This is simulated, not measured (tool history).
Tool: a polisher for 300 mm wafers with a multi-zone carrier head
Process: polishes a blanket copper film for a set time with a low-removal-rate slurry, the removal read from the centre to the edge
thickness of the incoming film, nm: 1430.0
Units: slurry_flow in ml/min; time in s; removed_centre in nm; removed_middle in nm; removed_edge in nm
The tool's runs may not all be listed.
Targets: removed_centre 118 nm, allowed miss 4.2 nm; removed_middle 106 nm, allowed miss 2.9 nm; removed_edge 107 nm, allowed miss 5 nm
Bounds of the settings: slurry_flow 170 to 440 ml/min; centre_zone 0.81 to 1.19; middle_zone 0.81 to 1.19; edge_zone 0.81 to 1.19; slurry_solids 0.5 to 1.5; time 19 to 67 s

Run 1, day 0: slurry_flow 280 ml/min, centre_zone 1, middle_zone 1, edge_zone 1, slurry_solids 1, time 43 s. Result: removed_centre 125.9 nm, removed_middle 126.71 nm, removed_edge 127.2 nm.
Run 2, day 0.375: slurry_flow 275 ml/min, centre_zone 1.01, middle_zone 0.98, edge_zone 0.96, slurry_solids 0.9, time 43 s. Result: removed_centre 121.98 nm, removed_middle 119.66 nm, removed_edge 123.34 nm.
Run 3, day 0.658: slurry_flow 275 ml/min, centre_zone 1.01, middle_zone 0.98, edge_zone 0.91, slurry_solids 0.9, time 43 s. Result: removed_centre 122.86 nm, removed_middle 120.3 nm, removed_edge 120.31 nm.
Run 4, day 0.8: slurry_flow 275 ml/min, centre_zone 1.01, middle_zone 0.98, edge_zone 0.91, slurry_solids 1.1, time 43 s. Result: removed_centre 126.85 nm, removed_middle 126.38 nm, removed_edge 123.53 nm.
Run 5, day 0.875: slurry_flow 230 ml/min, centre_zone 1.01, middle_zone 0.98, edge_zone 0.91, slurry_solids 1.1, time 43 s. Result: removed_centre 124.84 nm, removed_middle 122.63 nm, removed_edge 121.49 nm.
Run 6, day 1.05: slurry_flow 230 ml/min, centre_zone 1.02, middle_zone 0.97, edge_zone 0.89, slurry_solids 1.05, time 42 s. Result: removed_centre 123.68 nm, removed_middle 117.12 nm, removed_edge 116.32 nm.
Run 7, day 1.225: slurry_flow 220 ml/min, centre_zone 1, middle_zone 0.91, edge_zone 0.82, slurry_solids 0.85, time 41 s. Result: removed_centre 111.07 nm, removed_middle 103.76 nm, removed_edge 102.33 nm.
Run 8, day 1.429: slurry_flow 230 ml/min, centre_zone 1.01, middle_zone 0.91, edge_zone 0.83, slurry_solids 0.85, time 41 s. Result: removed_centre 109.62 nm, removed_middle 103.42 nm, removed_edge 105.71 nm.
Run 9, day 1.775: slurry_flow 230 ml/min, centre_zone 1.01, middle_zone 0.91, edge_zone 0.83, slurry_solids 0.85, time 41 s. Result: removed_centre 109.99 nm, removed_middle 102.58 nm, removed_edge 105.21 nm.

Which of these 4 next moves meets every target?
Run A, day 2.121: slurry_flow 210 ml/min, centre_zone 1.04, middle_zone 0.86, edge_zone 0.81, slurry_solids 0.9, time 42 s. Result: removed_centre ?, removed_middle ?, removed_edge ?.
Run B, day 2.121: slurry_flow 170 ml/min, centre_zone 1.09, middle_zone 0.92, edge_zone 0.82, slurry_solids 0.65, time 46 s. Result: removed_centre ?, removed_middle ?, removed_edge ?.
Run C, day 2.121: slurry_flow 175 ml/min, centre_zone 1.06, middle_zone 0.83, edge_zone 0.82, slurry_solids 0.6, time 49 s. Result: removed_centre ?, removed_middle ?, removed_edge ?.
Run D, day 2.121: slurry_flow 170 ml/min, centre_zone 1.16, middle_zone 0.81, edge_zone 0.84, slurry_solids 0.95, time 42 s. Result: removed_centre ?, removed_middle ?, removed_edge ?.

move  removed_centre  removed_middle  removed_edge
   A          116.91          102.23        107.53
   B          117.62          105.95        106.95
   C          121.42          102.29        112.37
   D           122.1           95.13        107.97
A: brings the result that was furthest off to its target, and leaves another outside
B: meets every target
C: brings the result that was furthest off to its target, and leaves another outside
D: brings the result that was furthest off to its target, and leaves another outside
Move B is the one to make.

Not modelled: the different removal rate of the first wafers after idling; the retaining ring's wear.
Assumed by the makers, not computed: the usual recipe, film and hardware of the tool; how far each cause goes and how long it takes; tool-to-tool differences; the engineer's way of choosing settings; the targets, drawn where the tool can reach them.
